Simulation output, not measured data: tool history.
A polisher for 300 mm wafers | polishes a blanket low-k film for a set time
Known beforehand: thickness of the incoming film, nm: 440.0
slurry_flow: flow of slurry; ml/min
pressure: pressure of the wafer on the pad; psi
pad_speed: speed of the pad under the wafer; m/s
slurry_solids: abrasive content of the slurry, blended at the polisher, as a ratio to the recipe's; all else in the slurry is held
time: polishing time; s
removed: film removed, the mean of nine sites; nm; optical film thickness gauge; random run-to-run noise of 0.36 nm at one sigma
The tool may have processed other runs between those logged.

{"run": 1, "hour": 0.0, "slurry_flow": 250, "pressure": 2.5, "pad_speed": 0.82, "slurry_solids": 1, "time": 46, "removed": 20.355}
{"run": 2, "hour": 2.4, "slurry_flow": 250, "pressure": 2.2, "pad_speed": 0.82, "slurry_solids": 1, "time": 46, "removed": 18.518}
{"run": 3, "hour": 5.5, "slurry_flow": 250, "pressure": 2.5, "pad_speed": 0.82, "slurry_solids": 1, "time": 46, "removed": 20.763}
{"run": 4, "hour": 6.5, "slurry_flow": 250, "pressure": 2.5, "pad_speed": 0.64, "slurry_solids": 1, "time": 46, "removed": 16.583}
{"run": 5, "hour": 13.2, "slurry_flow": 250, "pressure": 2.8, "pad_speed": 0.64, "slurry_solids": 1, "time": 46, "removed": 18.614}
{"run": 6, "hour": 20.8, "slurry_flow": 250, "pressure": 3, "pad_speed": 0.64, "slurry_solids": 1, "time": 46, "removed": 20.338}
{"run": 7, "hour": 28.5, "slurry_flow": 250, "pressure": 3.7, "pad_speed": 0.66, "slurry_solids": 1, "time": 46, "removed": 24.983}

Run 8, settings as shown, results not yet in. Your forecast:
{"run": 8, "hour": 30.2, "slurry_flow": 250, "pressure": 3.7, "pad_speed": 0.68, "slurry_solids": 1, "time": 46, "removed": "?"}

{"run 8": {"removed": 26.133}}
